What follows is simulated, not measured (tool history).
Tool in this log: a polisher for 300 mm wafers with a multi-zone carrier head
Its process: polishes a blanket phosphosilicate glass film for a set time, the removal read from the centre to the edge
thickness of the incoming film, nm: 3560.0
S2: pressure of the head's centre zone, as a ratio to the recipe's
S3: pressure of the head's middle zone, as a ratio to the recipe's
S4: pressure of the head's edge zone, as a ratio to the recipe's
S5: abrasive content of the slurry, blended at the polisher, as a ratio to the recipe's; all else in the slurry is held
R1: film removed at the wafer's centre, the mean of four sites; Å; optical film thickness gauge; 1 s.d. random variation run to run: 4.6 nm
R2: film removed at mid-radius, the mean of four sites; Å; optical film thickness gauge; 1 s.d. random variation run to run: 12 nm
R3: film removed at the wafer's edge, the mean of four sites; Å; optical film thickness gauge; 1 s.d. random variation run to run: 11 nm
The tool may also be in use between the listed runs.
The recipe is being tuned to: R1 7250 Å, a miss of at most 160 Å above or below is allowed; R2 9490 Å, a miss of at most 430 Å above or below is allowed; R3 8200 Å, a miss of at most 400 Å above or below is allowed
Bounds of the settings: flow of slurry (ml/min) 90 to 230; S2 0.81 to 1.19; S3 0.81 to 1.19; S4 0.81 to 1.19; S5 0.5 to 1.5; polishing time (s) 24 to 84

{"run": 1, "hour": 0.0, "flow of slurry (ml/min)": 150, "S2": 1, "S3": 1, "S4": 1, "S5": 1, "polishing time (s)": 54, "R1": 5935.9, "R2": 5951.3, "R3": 5863.5}
{"run": 2, "hour": 5.5, "flow of slurry (ml/min)": 150, "S2": 1, "S3": 1, "S4": 1.04, "S5": 1, "polishing time (s)": 54, "R1": 5902, "R2": 6071.6, "R3": 5966.5}
{"run": 3, "hour": 14.5, "flow of slurry (ml/min)": 155, "S2": 0.99, "S3": 1.02, "S4": 1.06, "S5": 1.1, "polishing time (s)": 54, "R1": 6118.3, "R2": 6496.1, "R3": 6418.7}
{"run": 4, "hour": 19.5, "flow of slurry (ml/min)": 155, "S2": 0.99, "S3": 1.02, "S4": 1.06, "S5": 1.1, "polishing time (s)": 61, "R1": 6998, "R2": 7072.2, "R3": 7193.1}
{"run": 5, "hour": 27.8, "flow of slurry (ml/min)": 155, "S2": 0.99, "S3": 1.02, "S4": 1.03, "S5": 1.1, "polishing time (s)": 61, "R1": 6992.4, "R2": 7266.7, "R3": 7177}
{"run": 6, "hour": 28.5, "flow of slurry (ml/min)": 160, "S2": 0.98, "S3": 1.05, "S4": 1.04, "S5": 1.1, "polishing time (s)": 61, "R1": 7008.4, "R2": 7395.9, "R3": 7105.9}
{"run": 7, "hour": 33.8, "flow of slurry (ml/min)": 155, "S2": 0.88, "S3": 1.15, "S4": 1.08, "S5": 1.35, "polishing time (s)": 62, "R1": 6932.8, "R2": 9025.4, "R3": 7818}
{"run": 8, "hour": 37.1, "flow of slurry (ml/min)": 160, "S2": 0.88, "S3": 1.15, "S4": 1.09, "S5": 1.35, "polishing time (s)": 62, "R1": 6951, "R2": 8918.1, "R3": 8218.4}
{"run": 9, "hour": 39.7, "flow of slurry (ml/min)": 160, "S2": 0.88, "S3": 1.16, "S4": 1.08, "S5": 1.35, "polishing time (s)": 62, "R1": 6895.6, "R2": 9125.5, "R3": 8140.4}

Next run, 4 choices. One meets every target within its allowed miss, the rest don't. Which?
{"run": "A", "hour": 42.3, "flow of slurry (ml/min)": 145, "S2": 0.86, "S3": 1.12, "S4": 0.9, "S5": 1.5, "polishing time (s)": 65, "R1": "?", "R2": "?", "R3": "?"}
{"run": "B", "hour": 42.3, "flow of slurry (ml/min)": 195, "S2": 0.84, "S3": 1.11, "S4": 1.08, "S5": 1.05, "polishing time (s)": 68, "R1": "?", "R2": "?", "R3": "?"}
{"run": "C", "hour": 42.3, "flow of slurry (ml/min)": 150, "S2": 0.87, "S3": 1.08, "S4": 1.02, "S5": 1.15, "polishing time (s)": 67, "R1": "?", "R2": "?", "R3": "?"}
{"run": "D", "hour": 42.3, "flow of slurry (ml/min)": 175, "S2": 0.96, "S3": 1.11, "S4": 1.11, "S5": 1.2, "polishing time (s)": 61, "R1": "?", "R2": "?", "R3": "?"}

move=A R1=7193.3 R2=9547.6 R3=8091
move=B R1=6732.2 R2=9023.4 R3=8015
move=C R1=6789.1 R2=8636.9 R3=7811.8
move=D R1=7193 R2=8438.1 R3=7601.7
A: meets every target
B: further off than the last run
C: further off than the last run
D: gets the furthest-off result to its target, but another result is out of tolerance
The right move is A.

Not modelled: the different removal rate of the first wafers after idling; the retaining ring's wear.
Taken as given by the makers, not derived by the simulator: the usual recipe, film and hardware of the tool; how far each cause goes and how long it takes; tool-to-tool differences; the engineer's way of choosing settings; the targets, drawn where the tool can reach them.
